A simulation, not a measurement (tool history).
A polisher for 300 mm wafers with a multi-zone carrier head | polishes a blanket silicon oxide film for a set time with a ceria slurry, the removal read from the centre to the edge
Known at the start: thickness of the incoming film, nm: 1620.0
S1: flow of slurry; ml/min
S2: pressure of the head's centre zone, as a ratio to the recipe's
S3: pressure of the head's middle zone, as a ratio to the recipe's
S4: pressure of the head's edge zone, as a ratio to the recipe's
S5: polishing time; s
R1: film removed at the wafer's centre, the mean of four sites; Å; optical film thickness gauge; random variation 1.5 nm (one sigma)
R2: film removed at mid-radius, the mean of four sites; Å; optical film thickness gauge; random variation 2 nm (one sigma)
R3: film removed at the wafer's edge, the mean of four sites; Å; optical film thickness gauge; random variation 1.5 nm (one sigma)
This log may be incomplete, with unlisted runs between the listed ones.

Run 1, hour 0.0: S1 160 ml/min, S2 1.00, S3 1.00, S4 1.00, S5 70 s. Result: R1 2152.7 Å, R2 2095.9 Å, R3 2216.1 Å.
Run 2, hour 1.6: S1 160 ml/min, S2 1.02, S3 1.03, S4 0.95, S5 63 s. Result: R1 1932.4 Å, R2 1971.2 Å, R3 1930.6 Å.
Run 3, hour 6.1: S1 160 ml/min, S2 1.02, S3 1.03, S4 0.95, S5 47 s. Result: R1 1417.4 Å, R2 1487.3 Å, R3 1456.4 Å.
Run 4, hour 14.2: S1 160 ml/min, S2 0.96, S3 1.03, S4 0.95, S5 47 s. Result: R1 1385.4 Å, R2 1464.5 Å, R3 1430.1 Å.
Run 5, hour 15.9: S1 160 ml/min, S2 0.96, S3 1.09, S4 0.95, S5 47 s. Result: R1 1385.0 Å, R2 1550.3 Å, R3 1447.8 Å.
Run 6, hour 21.4: S1 160 ml/min, S2 0.96, S3 1.03, S4 0.95, S5 47 s. Result: R1 1377.5 Å, R2 1480.2 Å, R3 1435.3 Å.

Run 7 is up next; what results do you expect?
Run 7, hour 30.0: S1 160 ml/min, S2 0.96, S3 1.03, S4 0.95, S5 47 s. Result: R1 ?, R2 ?, R3 ?.

R1: 1369.0 Å
R2: 1475.4 Å
R3: 1420.1 Å
